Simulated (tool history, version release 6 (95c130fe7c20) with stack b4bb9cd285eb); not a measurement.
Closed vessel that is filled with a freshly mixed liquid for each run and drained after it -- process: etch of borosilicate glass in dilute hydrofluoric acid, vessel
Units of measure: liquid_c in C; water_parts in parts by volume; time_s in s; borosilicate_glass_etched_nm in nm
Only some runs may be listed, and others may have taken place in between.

run	hour	liquid_c	water_parts	time_s	borosilicate_glass_etched_nm
1	0	21	270	35	4.1564
2	4.9	21	315	35	3.4251
3	7.9	21	370	35	2.7653
4	15	22	350	35	3.0883
5	16.3	22	350	35	3.0715
6	23.7	19.5	350	35	2.8025
7	30.8	20.5	335	35	3.0858
8	39.6	20.5	335	35	3.0898
9	47.6	24.5	225	35	5.9035
10	55.3	25	225	35	6.0099
11	62.9	25.5	225	35	6.0934
12	65.9	26	225	35	6.2085
13	71	26.5	225	35	6.3076

Run 14 is up next; what results do you expect?
14	72.8	27	225	35	?

borosilicate_glass_etched_nm: 6.442 nm
